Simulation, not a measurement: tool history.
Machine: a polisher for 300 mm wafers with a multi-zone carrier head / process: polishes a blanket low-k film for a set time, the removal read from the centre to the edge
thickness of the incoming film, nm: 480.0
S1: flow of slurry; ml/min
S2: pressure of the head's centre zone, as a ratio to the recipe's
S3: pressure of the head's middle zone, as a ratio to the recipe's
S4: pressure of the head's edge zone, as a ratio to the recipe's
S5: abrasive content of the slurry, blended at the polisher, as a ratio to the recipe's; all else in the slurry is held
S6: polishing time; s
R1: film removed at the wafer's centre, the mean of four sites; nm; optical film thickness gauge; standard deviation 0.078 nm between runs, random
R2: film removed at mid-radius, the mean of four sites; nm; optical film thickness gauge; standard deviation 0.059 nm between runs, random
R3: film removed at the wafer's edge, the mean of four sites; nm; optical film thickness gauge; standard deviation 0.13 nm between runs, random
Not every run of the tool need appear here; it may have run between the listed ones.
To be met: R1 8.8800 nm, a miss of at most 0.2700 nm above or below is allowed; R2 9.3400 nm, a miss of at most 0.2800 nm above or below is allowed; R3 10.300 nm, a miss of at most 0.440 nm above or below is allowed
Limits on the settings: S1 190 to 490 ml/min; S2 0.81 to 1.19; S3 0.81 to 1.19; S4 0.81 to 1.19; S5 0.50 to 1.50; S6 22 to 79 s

Run 1, hour 0.0: S1 315 ml/min, S2 1.00, S3 1.00, S4 1.00, S5 1.00, S6 50 s. Result: R1 13.5650 nm, R2 13.4660 nm, R3 13.631 nm.
Run 2, hour 6.8: S1 365 ml/min, S2 1.00, S3 1.00, S4 1.00, S5 1.00, S6 50 s. Result: R1 13.7020 nm, R2 13.4480 nm, R3 13.953 nm.
Run 3, hour 9.8: S1 355 ml/min, S2 0.95, S3 0.96, S4 0.98, S5 0.85, S6 50 s. Result: R1 11.9370 nm, R2 11.7490 nm, R3 12.246 nm.
Run 4, hour 16.0: S1 355 ml/min, S2 0.95, S3 0.92, S4 0.98, S5 0.85, S6 50 s. Result: R1 11.7390 nm, R2 11.4530 nm, R3 12.205 nm.
Run 5, hour 23.0: S1 355 ml/min, S2 0.95, S3 0.92, S4 0.98, S5 1.00, S6 50 s. Result: R1 13.2290 nm, R2 12.6430 nm, R3 13.768 nm.
Run 6, hour 24.2: S1 355 ml/min, S2 0.95, S3 0.92, S4 0.98, S5 1.00, S6 42 s. Result: R1 10.9480 nm, R2 10.6670 nm, R3 11.367 nm.
Run 7, hour 28.9: S1 350 ml/min, S2 0.91, S3 0.90, S4 0.98, S5 0.95, S6 42 s. Result: R1 10.3550 nm, R2 10.0390 nm, R3 11.089 nm.
Run 8, hour 29.5: S1 345 ml/min, S2 0.88, S3 0.91, S4 0.98, S5 0.90, S6 42 s. Result: R1 9.6656 nm, R2 9.7606 nm, R3 10.512 nm.

5 candidate next runs follow, results not yet known. Just one meets every target within its allowed miss. Identify it.
Run A, hour 30.1: S1 345 ml/min, S2 0.81, S3 0.96, S4 1.13, S5 0.90, S6 41 s. Result: R1 ?, R2 ?, R3 ?.
Run B, hour 30.1: S1 415 ml/min, S2 0.96, S3 0.85, S4 0.89, S5 0.85, S6 44 s. Result: R1 ?, R2 ?, R3 ?.
Run C, hour 30.1: S1 395 ml/min, S2 0.81, S3 1.05, S4 0.97, S5 1.10, S6 36 s. Result: R1 ?, R2 ?, R3 ?.
Run D, hour 30.1: S1 310 ml/min, S2 0.81, S3 1.08, S4 1.01, S5 0.95, S6 38 s. Result: R1 ?, R2 ?, R3 ?.
Run E, hour 30.1: S1 330 ml/min, S2 0.85, S3 0.90, S4 0.98, S5 0.95, S6 39 s. Result: R1 ?, R2 ?, R3 ?.

move       R1       R2      R3
   A   8.7567  10.0210  11.210
   B  10.6560   9.4625  10.422
   C   8.7777  10.8200  10.369
   D   8.3374  10.5430  10.094
   E   8.9680   9.3248  10.274
A: the worst result of the last run now meets its target, but another is out of spec
B: moves away from the targets compared with the last run
C: the worst result of the last run now meets its target, but another is out of spec
D: moves the result that the last run missed by most past its target, out the other side
E: each result inside its tolerance
So the answer is move E, the one that meets all the targets.
